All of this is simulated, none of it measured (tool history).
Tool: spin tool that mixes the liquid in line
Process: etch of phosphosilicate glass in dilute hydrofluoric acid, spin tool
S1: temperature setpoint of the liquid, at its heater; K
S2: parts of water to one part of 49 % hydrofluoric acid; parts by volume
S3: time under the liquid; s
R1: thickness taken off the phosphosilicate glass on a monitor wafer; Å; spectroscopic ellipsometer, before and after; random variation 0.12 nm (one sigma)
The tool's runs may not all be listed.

| run | hour | S1 | S2 | S3 | R1 |
|---|---|---|---|---|---|
| 1 | 0.0 | 293.15 | 90 | 15 | 79.705 |
| 2 | 1.4 | 293.15 | 70 | 15 | 105.000 |
| 3 | 4.0 | 293.15 | 70 | 15 | 105.140 |
| 4 | 4.7 | 294.15 | 65 | 15 | 117.810 |
| 5 | 13.1 | 296.65 | 65 | 15 | 133.390 |
|  | 19.7 | hydrofluoric acid flow meter replaced |
| 6 | 19.7 | 296.65 | 55 | 15 | 169.170 |
| 7 | 21.2 | 297.15 | 55 | 15 | 171.780 |
| 8 | 23.2 | 297.65 | 55 | 15 | 176.670 |
| 9 | 31.0 | 298.15 | 55 | 15 | 180.100 |

Run 10 comes next. What will it give?
| 10 | 33.2 | 301.15 | 50 | 15 | ? |

R1: 225.870 Å
